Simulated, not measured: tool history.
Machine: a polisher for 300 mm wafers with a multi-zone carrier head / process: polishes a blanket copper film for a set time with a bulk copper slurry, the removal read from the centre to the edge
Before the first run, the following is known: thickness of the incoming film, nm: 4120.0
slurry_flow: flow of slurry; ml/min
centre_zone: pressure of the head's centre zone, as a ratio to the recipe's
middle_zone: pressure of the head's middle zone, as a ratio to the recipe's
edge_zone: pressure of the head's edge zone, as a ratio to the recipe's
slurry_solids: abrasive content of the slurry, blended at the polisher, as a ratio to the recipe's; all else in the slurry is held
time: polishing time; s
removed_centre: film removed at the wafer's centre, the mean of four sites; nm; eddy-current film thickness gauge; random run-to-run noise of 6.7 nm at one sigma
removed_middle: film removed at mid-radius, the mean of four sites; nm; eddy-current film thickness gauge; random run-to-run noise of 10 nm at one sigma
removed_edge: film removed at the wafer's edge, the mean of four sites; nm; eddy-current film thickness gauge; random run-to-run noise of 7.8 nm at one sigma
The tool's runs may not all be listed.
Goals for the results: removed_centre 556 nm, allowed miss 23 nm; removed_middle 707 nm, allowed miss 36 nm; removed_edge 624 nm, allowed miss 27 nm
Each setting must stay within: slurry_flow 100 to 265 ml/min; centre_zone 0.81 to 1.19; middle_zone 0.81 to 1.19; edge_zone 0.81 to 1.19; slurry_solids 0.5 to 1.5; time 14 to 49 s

run,hour,slurry_flow,centre_zone,middle_zone,edge_zone,slurry_solids,time,removed_centre,removed_middle,removed_edge
1,0,170,1,1,1,1,31,378.38,387.24,391.03
2,5.9,170,0.92,1,1,1,31,352.13,383.48,390.29
3,11.3,170,0.92,0.95,1,1,31,355.5,372.81,384.95
4,17.7,140,0.92,0.95,1,1,31,343.63,364.02,366.57
5,18.3,140,0.92,1,1,1,31,337.28,377.78,374.51
6,24.8,140,0.94,1.05,0.98,1.1,34,385.91,439.59,416.53
7,30,145,0.94,1.09,0.98,1.2,37,431.57,499.74,462.27
8,35.5,145,0.94,1.09,0.98,1.2,37,441.62,502.91,467.55
9,44.2,150,0.92,1.12,0.98,1.25,39,464.44,560.43,499.58
10,49.7,165,0.91,1.14,1.01,1.3,40,492.15,590.68,539.92
11,56,175,0.9,1.15,1.01,1.35,41,496.9,636.14,546.42
12,60.1,175,0.91,1.16,1.04,1.4,41,499.13,648.94,567.72
13,68.3,180,0.93,1.16,1.05,1.45,41,529.53,649.01,571.34
14,74.3,185,0.93,1.17,1.07,1.45,41,531.46,635.7,591.19

Next run, 5 choices. One meets every target within its allowed miss, the rest don't. Which?
A,80.3,190,0.94,1.13,1.17,1.4,42,?,?,?
B,80.3,260,0.89,1.19,1.06,1.4,43,?,?,?
C,80.3,135,0.83,1.19,1.08,1.4,47,?,?,?
D,80.3,145,0.88,1.16,1.19,1.45,43,?,?,?
E,80.3,210,0.95,1.09,1.19,1.35,42,?,?,?

move,removed_centre,removed_middle,removed_edge
A,547.03,650.85,628.07
B,559.45,720.8,636.92
C,506.9,704.74,646.47
D,502.75,650.3,629.65
E,556.2,638.86,633.88
A: moves toward the targets from the last run without getting all of them in spec
B: all results land within tolerance of their targets
C: brings the last run's worst result on target, with another outside its allowed miss
D: misses by more than the last run did
E: about as far from the targets as the last run
Correct choice: B, which meets every target

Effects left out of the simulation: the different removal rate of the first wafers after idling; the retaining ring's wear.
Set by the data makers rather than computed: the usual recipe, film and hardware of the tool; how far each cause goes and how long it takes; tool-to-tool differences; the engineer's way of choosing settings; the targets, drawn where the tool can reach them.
